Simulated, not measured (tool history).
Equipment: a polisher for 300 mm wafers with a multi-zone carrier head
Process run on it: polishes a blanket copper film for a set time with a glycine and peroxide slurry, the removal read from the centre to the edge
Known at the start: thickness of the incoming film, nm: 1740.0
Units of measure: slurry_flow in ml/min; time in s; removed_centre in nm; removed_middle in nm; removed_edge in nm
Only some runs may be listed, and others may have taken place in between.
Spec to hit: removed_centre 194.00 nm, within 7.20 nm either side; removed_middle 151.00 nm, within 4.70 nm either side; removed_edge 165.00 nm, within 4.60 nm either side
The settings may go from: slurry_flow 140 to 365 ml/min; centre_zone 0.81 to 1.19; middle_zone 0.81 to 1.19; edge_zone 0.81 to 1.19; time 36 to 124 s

Run 1, hour 0.0: slurry_flow 235 ml/min, centre_zone 1.00, middle_zone 1.00, edge_zone 1.00, time 79 s. Result: removed_centre 268.53 nm, removed_middle 268.13 nm, removed_edge 271.22 nm.
Run 2, hour 2.8: slurry_flow 235 ml/min, centre_zone 1.00, middle_zone 1.00, edge_zone 0.93, time 79 s. Result: removed_centre 261.46 nm, removed_middle 266.27 nm, removed_edge 262.57 nm.
Run 3, hour 10.7: slurry_flow 235 ml/min, centre_zone 1.00, middle_zone 1.00, edge_zone 0.93, time 96 s. Result: removed_centre 326.01 nm, removed_middle 324.04 nm, removed_edge 318.24 nm.
Run 4, hour 17.0: slurry_flow 235 ml/min, centre_zone 1.00, middle_zone 0.95, edge_zone 0.93, time 96 s. Result: removed_centre 320.43 nm, removed_middle 317.13 nm, removed_edge 323.42 nm.
Run 5, hour 25.0: slurry_flow 235 ml/min, centre_zone 1.00, middle_zone 0.95, edge_zone 0.97, time 96 s. Result: removed_centre 325.50 nm, removed_middle 308.06 nm, removed_edge 326.53 nm.
Run 6, hour 30.9: slurry_flow 240 ml/min, centre_zone 1.03, middle_zone 0.93, edge_zone 0.95, time 86 s. Result: removed_centre 304.67 nm, removed_middle 275.49 nm, removed_edge 290.60 nm.
Run 7, hour 39.3: slurry_flow 240 ml/min, centre_zone 1.04, middle_zone 0.91, edge_zone 0.94, time 77 s. Result: removed_centre 273.23 nm, removed_middle 244.73 nm, removed_edge 259.32 nm.
Run 8, hour 44.5: slurry_flow 235 ml/min, centre_zone 1.06, middle_zone 0.89, edge_zone 0.93, time 70 s. Result: removed_centre 247.10 nm, removed_middle 218.73 nm, removed_edge 234.55 nm.
Run 9, hour 48.3: slurry_flow 230 ml/min, centre_zone 1.08, middle_zone 0.88, edge_zone 0.92, time 66 s. Result: removed_centre 241.46 nm, removed_middle 200.90 nm, removed_edge 220.18 nm.
Run 10, hour 52.0: slurry_flow 220 ml/min, centre_zone 1.09, middle_zone 0.88, edge_zone 0.90, time 63 s. Result: removed_centre 230.63 nm, removed_middle 192.70 nm, removed_edge 204.17 nm.
Run 11, hour 54.0: slurry_flow 185 ml/min, centre_zone 1.12, middle_zone 0.81, edge_zone 0.88, time 47 s. Result: removed_centre 172.88 nm, removed_middle 131.46 nm, removed_edge 149.35 nm.
Run 12, hour 58.0: slurry_flow 200 ml/min, centre_zone 1.12, middle_zone 0.81, edge_zone 0.88, time 47 s. Result: removed_centre 177.02 nm, removed_middle 133.29 nm, removed_edge 154.61 nm.
Run 13, hour 61.4: slurry_flow 210 ml/min, centre_zone 1.12, middle_zone 0.82, edge_zone 0.87, time 47 s. Result: removed_centre 175.61 nm, removed_middle 135.63 nm, removed_edge 150.31 nm.
Run 14, hour 62.6: slurry_flow 245 ml/min, centre_zone 1.17, middle_zone 0.89, edge_zone 0.97, time 50 s. Result: removed_centre 195.74 nm, removed_middle 156.02 nm, removed_edge 172.23 nm.
Run 15, hour 68.4: slurry_flow 240 ml/min, centre_zone 1.17, middle_zone 0.89, edge_zone 0.97, time 50 s. Result: removed_centre 195.65 nm, removed_middle 155.20 nm, removed_edge 169.82 nm.

Which one of the following 5 next-run settings gets every result inside its allowed miss? There is exactly one.
Run A, hour 74.2: slurry_flow 245 ml/min, centre_zone 1.14, middle_zone 0.82, edge_zone 1.04, time 50 s. Result: removed_centre ?, removed_middle ?, removed_edge ?.
Run B, hour 74.2: slurry_flow 225 ml/min, centre_zone 1.17, middle_zone 0.97, edge_zone 0.94, time 49 s. Result: removed_centre ?, removed_middle ?, removed_edge ?.
Run C, hour 74.2: slurry_flow 240 ml/min, centre_zone 1.17, middle_zone 0.89, edge_zone 0.95, time 49 s. Result: removed_centre ?, removed_middle ?, removed_edge ?.
Run D, hour 74.2: slurry_flow 205 ml/min, centre_zone 1.19, middle_zone 0.95, edge_zone 1.03, time 50 s. Result: removed_centre ?, removed_middle ?, removed_edge ?.
Run E, hour 74.2: slurry_flow 250 ml/min, centre_zone 1.17, middle_zone 0.97, edge_zone 0.95, time 49 s. Result: removed_centre ?, removed_middle ?, removed_edge ?.

move  removed_centre  removed_middle  removed_edge
   A          195.79          146.26        175.86
   B          195.30          160.51        163.72
   C          196.61          151.68        165.41
   D          200.50          159.67        172.46
   E          197.57          162.19        165.75
A: lands further from the targets than the last run did
B: the furthest-off result lands on target, but another misses its tolerance
C: meets every target
D: lands further from the targets than the last run did
E: the furthest-off result lands on target, but another misses its tolerance
C is the move that brings every result within its allowed miss.
